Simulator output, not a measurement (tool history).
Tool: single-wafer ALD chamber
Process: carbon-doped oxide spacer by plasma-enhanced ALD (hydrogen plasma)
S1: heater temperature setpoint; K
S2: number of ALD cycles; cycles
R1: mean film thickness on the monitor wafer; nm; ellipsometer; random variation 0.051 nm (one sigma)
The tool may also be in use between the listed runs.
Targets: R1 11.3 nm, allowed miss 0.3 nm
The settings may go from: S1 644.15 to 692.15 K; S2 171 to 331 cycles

run 1 day=0 | S1=668.15 S2=251 | R1=12.789
run 2 day=0.242 | S1=668.15 S2=280 | R1=14.234
run 3 day=0.492 | S1=664.15 S2=280 | R1=14.083
run 4 day=0.546 | S1=663.15 S2=267 | R1=13.564
run 5 day=0.742 | S1=663.15 S2=292 | R1=14.769
run 6 day=1.038 | S1=663.15 S2=276 | R1=14.065
run 7 day=1.188 | S1=663.15 S2=263 | R1=13.347
run 8 day=1.533 | S1=663.15 S2=253 | R1=12.835
run 9 day=1.888 | S1=663.15 S2=246 | R1=12.497
run 10 day=2.008 | S1=663.15 S2=240 | R1=12.141
run 11 day=2.062 | S1=663.15 S2=236 | R1=12.023
run 12 day=2.292 | S1=663.15 S2=232 | R1=11.827
run 13 day=2.575 | S1=663.15 S2=229 | R1=11.653

Which of these 5 next moves meets every target?
run A day=2.858 | S1=667.15 S2=236 | R1=?
run B day=2.858 | S1=661.15 S2=212 | R1=?
run C day=2.858 | S1=661.15 S2=208 | R1=?
run D day=2.858 | S1=663.15 S2=224 | R1=?
run E day=2.858 | S1=666.15 S2=235 | R1=?

move=A R1=11.961
move=B R1=10.745
move=C R1=10.542
move=D R1=11.353
move=E R1=11.91
A: further off than the last run
B: takes the result that was furthest off past its target
C: takes the result that was furthest off past its target
D: meets every target
E: further off than the last run
Move D is the one to make.
